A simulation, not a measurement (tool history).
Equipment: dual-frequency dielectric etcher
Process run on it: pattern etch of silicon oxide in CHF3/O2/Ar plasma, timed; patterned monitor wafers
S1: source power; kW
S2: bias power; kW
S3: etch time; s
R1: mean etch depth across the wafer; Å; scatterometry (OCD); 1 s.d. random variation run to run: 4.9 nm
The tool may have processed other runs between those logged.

| run | hour | S1 | S2 | S3 | R1 |
|---|---|---|---|---|---|
| 1 | 0 | 0.67 | 0.134 | 710.5 | 11946 |
| 2 | 8.9 | 0.58 | 0.115 | 710.5 | 10391 |
| 3 | 15.5 | 0.66 | 0.115 | 710.5 | 11256 |
| 4 | 17.9 | 0.57 | 0.112 | 710.5 | 10236 |
| 5 | 19.5 | 0.57 | 0.112 | 710.5 | 10103 |
| 6 | 21 | 0.57 | 0.112 | 710.5 | 10309 |

Expected results for the next run?
| 7 | 29.7 | 0.51 | 0.109 | 710.5 | ? |

{"run 7": {"R1": 9295.1}}

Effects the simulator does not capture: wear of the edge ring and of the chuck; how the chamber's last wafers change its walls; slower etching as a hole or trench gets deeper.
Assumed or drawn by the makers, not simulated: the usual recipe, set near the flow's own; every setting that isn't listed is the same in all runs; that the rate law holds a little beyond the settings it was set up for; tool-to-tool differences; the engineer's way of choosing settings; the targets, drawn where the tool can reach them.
